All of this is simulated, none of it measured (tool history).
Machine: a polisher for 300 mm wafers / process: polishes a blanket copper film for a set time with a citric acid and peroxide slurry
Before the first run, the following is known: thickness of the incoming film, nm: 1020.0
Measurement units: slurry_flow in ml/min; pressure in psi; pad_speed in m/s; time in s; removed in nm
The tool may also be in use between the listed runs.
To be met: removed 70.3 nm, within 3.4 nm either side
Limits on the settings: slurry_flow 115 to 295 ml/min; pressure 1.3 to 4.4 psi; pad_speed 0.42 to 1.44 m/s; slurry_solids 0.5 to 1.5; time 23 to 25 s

{"run": 1, "day": 0.0, "slurry_flow": 190, "pressure": 2.8, "pad_speed": 0.92, "slurry_solids": 1, "time": 25, "removed": 46.318}
{"run": 2, "day": 0.058, "slurry_flow": 190, "pressure": 3.4, "pad_speed": 0.92, "slurry_solids": 1, "time": 25, "removed": 55.883}
{"run": 3, "day": 0.396, "slurry_flow": 190, "pressure": 3.5, "pad_speed": 0.92, "slurry_solids": 1, "time": 25, "removed": 57.684}
{"run": 4, "day": 0.558, "slurry_flow": 190, "pressure": 3.5, "pad_speed": 0.92, "slurry_solids": 1, "time": 23, "removed": 53.485}
{"run": 5, "day": 0.754, "slurry_flow": 190, "pressure": 3.2, "pad_speed": 0.92, "slurry_solids": 1, "time": 23, "removed": 48.166}
{"run": 6, "day": 1.025, "slurry_flow": 190, "pressure": 3.4, "pad_speed": 0.92, "slurry_solids": 1, "time": 23, "removed": 50.01}
{"run": 7, "day": 1.229, "slurry_flow": 190, "pressure": 3.6, "pad_speed": 0.94, "slurry_solids": 1, "time": 23, "removed": 54.736}
{"run": 8, "day": 1.304, "slurry_flow": 190, "pressure": 3.8, "pad_speed": 0.94, "slurry_solids": 1, "time": 23, "removed": 58.311}
{"run": 9, "day": 1.658, "slurry_flow": 190, "pressure": 3.9, "pad_speed": 0.94, "slurry_solids": 1, "time": 23, "removed": 59.414}
{"run": 10, "day": 1.742, "slurry_flow": 190, "pressure": 4, "pad_speed": 0.94, "slurry_solids": 1, "time": 23, "removed": 61.914}
{"run": 11, "day": 2.004, "slurry_flow": 190, "pressure": 4.1, "pad_speed": 0.94, "slurry_solids": 1, "time": 23, "removed": 62.993}
{"run": 12, "day": 2.304, "slurry_flow": 190, "pressure": 4.2, "pad_speed": 0.94, "slurry_solids": 1, "time": 23, "removed": 63.969}

Pick the move, out of 4, that brings all results within their allowed miss; only one does.
{"run": "A", "day": 2.604, "slurry_flow": 185, "pressure": 4.3, "pad_speed": 0.8, "slurry_solids": 0.95, "time": 25, "removed": "?"}
{"run": "B", "day": 2.604, "slurry_flow": 175, "pressure": 4.1, "pad_speed": 1, "slurry_solids": 0.95, "time": 25, "removed": "?"}
{"run": "C", "day": 2.604, "slurry_flow": 175, "pressure": 4.2, "pad_speed": 0.86, "slurry_solids": 1, "time": 23, "removed": "?"}
{"run": "D", "day": 2.604, "slurry_flow": 235, "pressure": 3.7, "pad_speed": 0.92, "slurry_solids": 0.9, "time": 24, "removed": "?"}

move=A removed=59.515
move=B removed=70.027
move=C removed=57.743
move=D removed=57.547
A: further off than the last run
B: every result within its allowed miss
C: further off than the last run
D: further off than the last run
Move B is the one to make.
